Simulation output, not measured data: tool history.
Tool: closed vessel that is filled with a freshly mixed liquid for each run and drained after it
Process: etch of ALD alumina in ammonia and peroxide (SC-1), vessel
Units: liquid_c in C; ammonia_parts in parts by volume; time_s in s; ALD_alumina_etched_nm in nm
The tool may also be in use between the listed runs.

run	hour	liquid_c	ammonia_parts	time_s	ALD_alumina_etched_nm
1	0	51	0.5	235	21.095
2	2.1	51	0.5	235	21.243
3	9.8	51	0.4	235	20.721
4	13.1	50	0.4	235	19.68
5	15.4	50	0.4	255	21.362
6	17.3	50	0.4	235	19.592

The next listed run, before its measurement:
7	18.5	49.5	0.4	235	?

ALD_alumina_etched_nm: 19.098 nm
